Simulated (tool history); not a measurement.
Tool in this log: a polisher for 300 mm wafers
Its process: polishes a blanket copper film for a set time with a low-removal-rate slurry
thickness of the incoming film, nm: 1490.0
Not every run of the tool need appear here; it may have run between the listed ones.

run    day  flow of slurry (ml/min)  pressure of the wafer on the pad (psi)  speed of the pad under the wafer (cm/s)  abrasive content of the slurry  polishing time (s)  film removed (Å)
  1  0.000                      150                                     2.4                                      108                             1.0                 113            3035.0
  2  0.062                      145                                     2.3                                      108                             1.0                 113            2907.1
  3  0.171                      145                                     2.3                                      108                             1.1                 113            2959.8
  4  0.208                      140                                     2.2                                      108                             1.1                 113            2806.7
  5  0.412                      135                                     2.1                                      108                             1.1                 113            2636.1
  6  0.617                      135                                     2.1                                      108                             1.1                 118            2785.8
  7  0.733                      135                                     2.1                                      108                             1.1                 118            2757.9

Forecast run 8:
  8  0.842                      130                                     2.0                                      108                             1.1                 118                 ?

For run 8 the tool returned film removed (Å) 2637.8.
